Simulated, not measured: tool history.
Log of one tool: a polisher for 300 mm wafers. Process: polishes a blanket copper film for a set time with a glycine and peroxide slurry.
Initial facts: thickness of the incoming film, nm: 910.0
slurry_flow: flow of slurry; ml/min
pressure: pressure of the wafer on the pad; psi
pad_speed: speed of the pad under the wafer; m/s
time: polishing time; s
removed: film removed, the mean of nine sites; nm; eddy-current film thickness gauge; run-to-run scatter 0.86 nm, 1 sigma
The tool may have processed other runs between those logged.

run    day  slurry_flow  pressure  pad_speed  time  removed
  1  0.000          275       3.3       0.84    40   178.51
  2  0.192          275       3.9       0.84    40   206.96
  3  0.425          275       3.5       0.84    40   187.81
  4  0.588          275       3.2       0.84    40   171.81
  5  0.804          320       3.2       0.84    40   174.18
  6  0.829          345       3.2       0.84    40   177.06

Estimate the outcome of run 7 from the log above:
  7  1.046          290       2.2       0.82    40        ?

{"run 7": {"removed": 129.91}}
